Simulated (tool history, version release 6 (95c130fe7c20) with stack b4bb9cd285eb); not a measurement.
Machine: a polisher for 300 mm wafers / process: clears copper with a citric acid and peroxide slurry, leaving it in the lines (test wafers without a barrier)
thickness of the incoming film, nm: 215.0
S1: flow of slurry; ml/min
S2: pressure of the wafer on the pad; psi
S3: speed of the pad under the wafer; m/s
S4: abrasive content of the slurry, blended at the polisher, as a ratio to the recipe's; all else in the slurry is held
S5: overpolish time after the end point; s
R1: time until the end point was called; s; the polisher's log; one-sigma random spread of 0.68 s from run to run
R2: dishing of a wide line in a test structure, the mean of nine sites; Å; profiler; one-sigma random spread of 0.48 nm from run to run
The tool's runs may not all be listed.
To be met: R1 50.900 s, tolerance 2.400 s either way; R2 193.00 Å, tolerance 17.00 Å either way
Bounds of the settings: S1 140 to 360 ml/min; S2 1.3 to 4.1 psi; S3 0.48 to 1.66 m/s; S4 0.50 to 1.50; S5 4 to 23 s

{"run": 1, "hour": 0.0, "S1": 230, "S2": 2.7, "S3": 1.06, "S4": 1.0, "S5": 12, "R1": 86.707, "R2": 265.31}
{"run": 2, "hour": 8.7, "S1": 230, "S2": 2.9, "S3": 1.08, "S4": 1.0, "S5": 11, "R1": 78.237, "R2": 262.25}
{"run": 3, "hour": 12.2, "S1": 230, "S2": 2.6, "S3": 1.08, "S4": 1.0, "S5": 11, "R1": 86.335, "R2": 247.02}
{"run": 4, "hour": 20.7, "S1": 230, "S2": 2.8, "S3": 1.08, "S4": 1.0, "S5": 10, "R1": 80.732, "R2": 239.28}
{"run": 5, "hour": 25.8, "S1": 175, "S2": 2.8, "S3": 1.08, "S4": 1.0, "S5": 10, "R1": 82.19, "R2": 234.05}
{"run": 6, "hour": 31.7, "S1": 195, "S2": 2.8, "S3": 1.08, "S4": 1.0, "S5": 10, "R1": 83.35, "R2": 229.21}
{"run": 7, "hour": 38.8, "S1": 185, "S2": 3.0, "S3": 1.1, "S4": 1.0, "S5": 9, "R1": 75.676, "R2": 228.2}
{"run": 8, "hour": 39.5, "S1": 180, "S2": 3.2, "S3": 1.1, "S4": 1.0, "S5": 8, "R1": 71.345, "R2": 206.11}
{"run": 9, "hour": 45.1, "S1": 180, "S2": 3.3, "S3": 1.1, "S4": 1.0, "S5": 8, "R1": 70.068, "R2": 223.61}
{"run": 10, "hour": 49.3, "S1": 175, "S2": 3.4, "S3": 1.12, "S4": 1.0, "S5": 7, "R1": 67.653, "R2": 208.33}
{"run": 11, "hour": 56.7, "S1": 170, "S2": 3.5, "S3": 1.14, "S4": 1.0, "S5": 7, "R1": 63.729, "R2": 215.18}
{"run": 12, "hour": 61.8, "S1": 165, "S2": 3.6, "S3": 1.14, "S4": 1.0, "S5": 7, "R1": 61.134, "R2": 222.78}
{"run": 13, "hour": 67.0, "S1": 160, "S2": 3.7, "S3": 1.14, "S4": 1.0, "S5": 7, "R1": 59.746, "R2": 216.24}
{"run": 14, "hour": 75.6, "S1": 160, "S2": 3.8, "S3": 1.14, "S4": 1.0, "S5": 7, "R1": 58.895, "R2": 227.48}
{"run": 15, "hour": 81.1, "S1": 155, "S2": 3.8, "S3": 1.16, "S4": 1.0, "S5": 7, "R1": 57.362, "R2": 232.87}
{"run": 16, "hour": 82.7, "S1": 145, "S2": 4.0, "S3": 1.18, "S4": 1.0, "S5": 5, "R1": 54.058, "R2": 185.93}

5 next moves are on the table. One of them brings every result within its allowed miss. Which?
{"run": "A", "hour": 84.3, "S1": 160, "S2": 4.1, "S3": 1.34, "S4": 1.05, "S5": 6, "R1": "?", "R2": "?"}
{"run": "B", "hour": 84.3, "S1": 180, "S2": 4.0, "S3": 1.16, "S4": 1.25, "S5": 6, "R1": "?", "R2": "?"}
{"run": "C", "hour": 84.3, "S1": 145, "S2": 4.1, "S3": 1.2, "S4": 1.05, "S5": 5, "R1": "?", "R2": "?"}
{"run": "D", "hour": 84.3, "S1": 150, "S2": 4.1, "S3": 1.54, "S4": 0.65, "S5": 6, "R1": "?", "R2": "?"}
{"run": "E", "hour": 84.3, "S1": 165, "S2": 4.1, "S3": 1.3, "S4": 1.1, "S5": 6, "R1": "?", "R2": "?"}

move=A R1=45.990 R2=245.07
move=B R1=51.077 R2=222.73
move=C R1=51.799 R2=186.06
move=D R1=46.601 R2=242.14
move=E R1=46.612 R2=242.13
A: takes the result that was furthest off past its target
B: meets the target for the result that was furthest off, but another lies outside its allowed miss
C: in spec on every target
D: takes the result that was furthest off past its target
E: takes the result that was furthest off past its target
C meets every target.
